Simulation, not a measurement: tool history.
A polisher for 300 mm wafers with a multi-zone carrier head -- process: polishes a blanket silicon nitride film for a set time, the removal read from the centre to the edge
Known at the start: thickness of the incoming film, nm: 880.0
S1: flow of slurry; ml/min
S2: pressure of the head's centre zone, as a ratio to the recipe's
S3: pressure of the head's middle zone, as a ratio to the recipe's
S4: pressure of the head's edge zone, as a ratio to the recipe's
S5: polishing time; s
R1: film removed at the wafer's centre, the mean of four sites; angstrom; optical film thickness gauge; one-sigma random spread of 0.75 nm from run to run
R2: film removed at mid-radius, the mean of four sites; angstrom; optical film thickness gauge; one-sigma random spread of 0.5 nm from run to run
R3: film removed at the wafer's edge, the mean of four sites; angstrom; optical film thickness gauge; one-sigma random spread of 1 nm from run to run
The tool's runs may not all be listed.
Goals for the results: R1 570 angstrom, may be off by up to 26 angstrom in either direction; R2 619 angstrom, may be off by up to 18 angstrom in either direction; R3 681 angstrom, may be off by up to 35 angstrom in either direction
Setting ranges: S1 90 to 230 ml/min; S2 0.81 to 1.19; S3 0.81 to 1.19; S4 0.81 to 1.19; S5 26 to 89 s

run  hour   S1    S2    S3    S4  S5      R1      R2      R3
  1     0  150     1     1     1  57  1046.8  1076.9  1084.1
  2   3.6  145  0.97  0.98  0.98  53  919.56  972.71   995.6
  3     9  145  0.97  0.98  0.93  53  925.44  962.87  956.58
  4  14.4  145  1.06  0.98  0.93  53  1018.8  971.13  984.13
  5  18.1  145  1.06  0.98  0.89  53  1016.6  967.92  961.71
  6  25.5  145  1.13  0.98  0.89  53    1054   955.6     971
  7  26.5  135  1.08  0.97  0.91  49   930.3   871.5  851.33
  8  33.3  165  0.98  0.87  1.01  34  621.13  581.61  668.68
  9  38.2  165  0.96  0.88  1.01  34  630.62  590.38  658.34
 10  46.5  160  0.94  0.89  1.03  34   595.4  586.02  663.38
 11  51.1  160  0.93   0.9  1.04  34  581.17  588.01   667.2

Pick the move, out of 4, that brings all results within their allowed miss; only one does.
  A  55.7  130  0.95  0.89  0.96  37   ?   ?   ?
  B  55.7  150  0.97  0.83  1.05  35   ?   ?   ?
  C  55.7  100  0.91  0.93  0.98  39   ?   ?   ?
  D  55.7  155  0.99  0.92  0.93  35   ?   ?   ?

move      R1      R2      R3
   A  612.45  614.75  674.54
   B  613.67  567.08  676.81
   C  566.48  622.97  679.76
   D  631.61  621.57  648.15
A: gets the furthest-off result to its target, but another result is out of tolerance
B: moves away from the targets compared with the last run
C: each result inside its tolerance
D: gets the furthest-off result to its target, but another result is out of tolerance
Move C is the one to make.
